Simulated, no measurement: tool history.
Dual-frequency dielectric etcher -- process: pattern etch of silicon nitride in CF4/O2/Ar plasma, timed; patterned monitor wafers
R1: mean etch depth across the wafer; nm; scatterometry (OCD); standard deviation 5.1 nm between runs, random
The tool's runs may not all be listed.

run 1 day=0 | source_power_(kW)=0.68 bias_power_(kW)=0.064 Ar_flow_(sccm)=109 CF4_flow_(sccm)=127 etch_time_(s)=443 | R1=1280.5
run 2 day=0.033 | source_power_(kW)=0.68 bias_power_(kW)=0.064 Ar_flow_(sccm)=109 CF4_flow_(sccm)=127 etch_time_(s)=462.5 | R1=1337.6
run 3 day=0.367 | source_power_(kW)=0.72 bias_power_(kW)=0.064 Ar_flow_(sccm)=109 CF4_flow_(sccm)=127 etch_time_(s)=462.5 | R1=1407.2
run 4 day=0.717 | source_power_(kW)=0.83 bias_power_(kW)=0.064 Ar_flow_(sccm)=109 CF4_flow_(sccm)=127 etch_time_(s)=462.5 | R1=1612.4
run 5 day=0.762 | source_power_(kW)=0.84 bias_power_(kW)=0.064 Ar_flow_(sccm)=109 CF4_flow_(sccm)=127 etch_time_(s)=462.5 | R1=1647.1
run 6 day=1.108 | source_power_(kW)=0.84 bias_power_(kW)=0.054 Ar_flow_(sccm)=109 CF4_flow_(sccm)=127 etch_time_(s)=462.5 | R1=1535.4
run 7 day=1.475 | source_power_(kW)=0.86 bias_power_(kW)=0.054 Ar_flow_(sccm)=109 CF4_flow_(sccm)=127 etch_time_(s)=462.5 | R1=1570.7
run 8 day=1.842 | source_power_(kW)=0.87 bias_power_(kW)=0.054 Ar_flow_(sccm)=109 CF4_flow_(sccm)=127 etch_time_(s)=462.5 | R1=1586.2
run 9 day=1.954 | source_power_(kW)=0.88 bias_power_(kW)=0.054 Ar_flow_(sccm)=109 CF4_flow_(sccm)=127 etch_time_(s)=462.5 | R1=1605.9
run 10 day=2.1 | source_power_(kW)=0.88 bias_power_(kW)=0.054 Ar_flow_(sccm)=109 CF4_flow_(sccm)=127 etch_time_(s)=462.5 | R1=1612
run 11 day=2.379 | source_power_(kW)=0.89 bias_power_(kW)=0.054 Ar_flow_(sccm)=109 CF4_flow_(sccm)=127 etch_time_(s)=462.5 | R1=1618.4
run 12 day=2.7 | source_power_(kW)=0.9 bias_power_(kW)=0.054 Ar_flow_(sccm)=109 CF4_flow_(sccm)=127 etch_time_(s)=462.5 | R1=1649.6

Run 13 has not been measured yet. What should we expect?
run 13 day=2.958 | source_power_(kW)=0.91 bias_power_(kW)=0.054 Ar_flow_(sccm)=109 CF4_flow_(sccm)=127 etch_time_(s)=462.5 | R1=?

R1: 1668.5 nm
